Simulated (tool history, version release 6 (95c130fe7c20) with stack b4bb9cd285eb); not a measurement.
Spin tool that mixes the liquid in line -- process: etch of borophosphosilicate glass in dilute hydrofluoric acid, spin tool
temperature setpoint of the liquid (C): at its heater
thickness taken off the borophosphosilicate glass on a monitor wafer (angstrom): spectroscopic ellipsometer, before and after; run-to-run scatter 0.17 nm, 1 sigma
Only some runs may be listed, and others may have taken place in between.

| run | hour | temperature setpoint of the liquid (C) | parts of water to one part of 49 % hydrofluoric acid (parts by volume) | time under the liquid (s) | thickness taken off the borophosphosilicate glass on a monitor wafer (angstrom) |
|---|---|---|---|---|---|
| 1 | 0 | 23 | 170 | 50 | 139.21 |
| 2 | 2.7 | 24 | 165 | 50 | 150.44 |
| 3 | 8.6 | 24.5 | 160 | 50 | 160.16 |
| 4 | 12.6 | 21 | 160 | 50 | 139.07 |
| 5 | 13.4 | 22 | 155 | 50 | 150.53 |
| 6 | 18 | 22 | 155 | 50 | 151.17 |
| 7 | 23.1 | 23 | 155 | 50 | 155.69 |

For run 8, what comes out?
| 8 | 24.1 | 24 | 150 | 50 | ? |

{"run 8": {"thickness taken off the borophosphosilicate glass on a monitor wafer (angstrom)": 167.41}}

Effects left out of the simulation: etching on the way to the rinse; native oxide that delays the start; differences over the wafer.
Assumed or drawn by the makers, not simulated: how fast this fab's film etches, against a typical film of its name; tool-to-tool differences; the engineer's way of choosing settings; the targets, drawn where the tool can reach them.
